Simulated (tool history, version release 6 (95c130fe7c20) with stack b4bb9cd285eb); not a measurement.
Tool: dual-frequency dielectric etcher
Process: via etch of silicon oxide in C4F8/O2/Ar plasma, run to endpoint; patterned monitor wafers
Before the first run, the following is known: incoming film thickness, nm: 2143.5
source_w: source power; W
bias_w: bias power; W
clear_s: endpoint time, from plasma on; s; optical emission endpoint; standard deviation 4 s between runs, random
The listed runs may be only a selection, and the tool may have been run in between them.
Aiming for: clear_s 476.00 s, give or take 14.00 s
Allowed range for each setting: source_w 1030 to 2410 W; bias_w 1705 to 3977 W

{"run": 1, "hour": 0.0, "source_w": 1720, "bias_w": 2841, "clear_s": 406.18}
{"run": 2, "hour": 8.3, "source_w": 1720, "bias_w": 3227, "clear_s": 401.14}
{"run": 3, "hour": 9.0, "source_w": 1550, "bias_w": 3227, "clear_s": 411.85}
{"run": 4, "hour": 13.6, "source_w": 1550, "bias_w": 3620, "clear_s": 387.59}
{"run": 5, "hour": 18.3, "source_w": 1550, "bias_w": 3165, "clear_s": 413.44}
{"run": 6, "hour": 20.7, "source_w": 1850, "bias_w": 3165, "clear_s": 383.14}
{"run": 7, "hour": 28.4, "source_w": 1720, "bias_w": 3070, "clear_s": 406.45}
{"run": 8, "hour": 36.2, "source_w": 1620, "bias_w": 2978, "clear_s": 419.96}
{"run": 9, "hour": 40.1, "source_w": 1550, "bias_w": 2937, "clear_s": 429.82}
{"run": 10, "hour": 47.8, "source_w": 1490, "bias_w": 2905, "clear_s": 432.31}
{"run": 11, "hour": 48.4, "source_w": 1430, "bias_w": 2860, "clear_s": 441.56}

Which one of the following 4 next-run settings gets every result inside its allowed miss? There is exactly one.
{"run": "A", "hour": 49.0, "source_w": 1540, "bias_w": 3073, "clear_s": "?"}
{"run": "B", "hour": 49.0, "source_w": 1400, "bias_w": 2398, "clear_s": "?"}
{"run": "C", "hour": 49.0, "source_w": 1660, "bias_w": 3110, "clear_s": "?"}
{"run": "D", "hour": 49.0, "source_w": 1530, "bias_w": 2901, "clear_s": "?"}

move=A clear_s=420.61
move=B clear_s=475.22
move=C clear_s=406.52
move=D clear_s=430.06
A: the biggest miss grows against the last run
B: all results in spec
C: the biggest miss grows against the last run
D: the biggest miss grows against the last run
Move B is the one to make.

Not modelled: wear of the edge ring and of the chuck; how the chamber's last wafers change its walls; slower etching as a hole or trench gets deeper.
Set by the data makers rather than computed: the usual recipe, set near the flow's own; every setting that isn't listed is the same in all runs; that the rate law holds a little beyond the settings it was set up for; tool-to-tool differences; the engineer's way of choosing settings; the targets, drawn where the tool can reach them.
